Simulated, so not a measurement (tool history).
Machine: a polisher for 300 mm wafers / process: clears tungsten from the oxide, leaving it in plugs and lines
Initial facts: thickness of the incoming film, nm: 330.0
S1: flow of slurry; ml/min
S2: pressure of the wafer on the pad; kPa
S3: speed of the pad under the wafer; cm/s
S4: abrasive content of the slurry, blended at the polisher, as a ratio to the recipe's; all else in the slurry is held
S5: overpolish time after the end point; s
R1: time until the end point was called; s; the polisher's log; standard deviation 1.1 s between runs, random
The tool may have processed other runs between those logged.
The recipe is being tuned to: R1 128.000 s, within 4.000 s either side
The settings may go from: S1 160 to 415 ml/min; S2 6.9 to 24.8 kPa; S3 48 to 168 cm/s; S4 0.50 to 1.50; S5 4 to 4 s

Run 1, hour 0.0: S1 265 ml/min, S2 15.9 kPa, S3 108 cm/s, S4 1.00, S5 4 s. Result: R1 89.413 s.
Run 2, hour 6.7: S1 265 ml/min, S2 13.8 kPa, S3 108 cm/s, S4 1.00, S5 4 s. Result: R1 98.341 s.
Run 3, hour 7.6: S1 215 ml/min, S2 13.8 kPa, S3 108 cm/s, S4 1.00, S5 4 s. Result: R1 100.390 s.
Run 4, hour 12.4: S1 165 ml/min, S2 13.8 kPa, S3 108 cm/s, S4 1.00, S5 4 s. Result: R1 103.700 s.
Run 5, hour 13.2: S1 165 ml/min, S2 13.8 kPa, S3 108 cm/s, S4 0.85, S5 4 s. Result: R1 107.760 s.
Run 6, hour 20.3: S1 165 ml/min, S2 13.8 kPa, S3 108 cm/s, S4 0.85, S5 4 s. Result: R1 106.380 s.
Run 7, hour 23.3: S1 165 ml/min, S2 13.8 kPa, S3 108 cm/s, S4 0.85, S5 4 s. Result: R1 108.180 s.
Run 8, hour 29.2: S1 165 ml/min, S2 13.1 kPa, S3 108 cm/s, S4 0.85, S5 4 s. Result: R1 112.110 s.
Run 9, hour 32.3: S1 165 ml/min, S2 12.4 kPa, S3 108 cm/s, S4 0.85, S5 4 s. Result: R1 116.930 s.
Run 10, hour 34.2: S1 165 ml/min, S2 11.7 kPa, S3 108 cm/s, S4 0.85, S5 4 s. Result: R1 123.610 s.

Exactly one of the 5 candidate moves below puts every result within its allowed miss. Which one?
Run A, hour 36.1: S1 160 ml/min, S2 9.0 kPa, S3 138 cm/s, S4 0.90, S5 4 s. Result: R1 ?.
Run B, hour 36.1: S1 165 ml/min, S2 12.4 kPa, S3 112 cm/s, S4 0.80, S5 4 s. Result: R1 ?.
Run C, hour 36.1: S1 235 ml/min, S2 13.1 kPa, S3 96 cm/s, S4 0.95, S5 4 s. Result: R1 ?.
Run D, hour 36.1: S1 185 ml/min, S2 11.0 kPa, S3 106 cm/s, S4 0.85, S5 4 s. Result: R1 ?.
Run E, hour 36.1: S1 185 ml/min, S2 14.5 kPa, S3 98 cm/s, S4 0.75, S5 4 s. Result: R1 ?.

move       R1
   A  116.250
   B  114.350
   C  117.540
   D  128.850
   E  115.950
A: misses by more than the last run did
B: misses by more than the last run did
C: misses by more than the last run did
D: all results land within tolerance of their targets
E: misses by more than the last run did
D is the move that brings every result within its allowed miss.

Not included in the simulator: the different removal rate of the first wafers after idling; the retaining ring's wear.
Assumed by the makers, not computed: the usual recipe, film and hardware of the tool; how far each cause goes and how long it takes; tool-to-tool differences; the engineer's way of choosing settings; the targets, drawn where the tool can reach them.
